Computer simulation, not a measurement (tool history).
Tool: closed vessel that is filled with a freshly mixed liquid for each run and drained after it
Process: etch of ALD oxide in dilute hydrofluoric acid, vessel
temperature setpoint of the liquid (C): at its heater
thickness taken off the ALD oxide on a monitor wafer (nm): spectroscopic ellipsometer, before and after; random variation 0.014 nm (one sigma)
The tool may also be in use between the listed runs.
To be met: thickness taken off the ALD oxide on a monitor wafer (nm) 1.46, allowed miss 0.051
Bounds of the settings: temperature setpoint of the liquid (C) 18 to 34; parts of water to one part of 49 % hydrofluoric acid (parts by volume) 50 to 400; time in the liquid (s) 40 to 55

| run | hour | temperature setpoint of the liquid (C) | parts of water to one part of 49 % hydrofluoric acid (parts by volume) | time in the liquid (s) | thickness taken off the ALD oxide on a monitor wafer (nm) |
|---|---|---|---|---|---|
| 1 | 0 | 26 | 225 | 55 | 3.9132 |
| 2 | 7.7 | 24.5 | 250 | 55 | 3.2113 |
| 3 | 12.3 | 21.5 | 250 | 55 | 2.9083 |
| 4 | 13.1 | 21 | 270 | 55 | 2.5899 |
| 5 | 16.8 | 19.5 | 270 | 55 | 2.4118 |
| 6 | 18.7 | 19 | 285 | 55 | 2.2435 |
| 7 | 27.5 | 19 | 300 | 55 | 2.1268 |
| 8 | 33.2 | 19 | 315 | 55 | 1.9814 |
| 9 | 35.2 | 18 | 375 | 55 | 1.5217 |

5 next moves are on the table. One of them brings every result within its allowed miss. Which?
| A | 37.2 | 24 | 400 | 50 | ? |
| B | 37.2 | 18 | 365 | 55 | ? |
| C | 37.2 | 18.5 | 370 | 55 | ? |
| D | 37.2 | 18 | 385 | 55 | ? |
| E | 37.2 | 18.5 | 365 | 55 | ? |

| move | thickness taken off the ALD oxide on a monitor wafer (nm) |
|---|---|
| A | 1.5636 |
| B | 1.5787 |
| C | 1.5793 |
| D | 1.4727 |
| E | 1.6075 |
A: further off than the last run
B: further off than the last run
C: further off than the last run
D: meets every target
E: further off than the last run
Move D is the one to make.
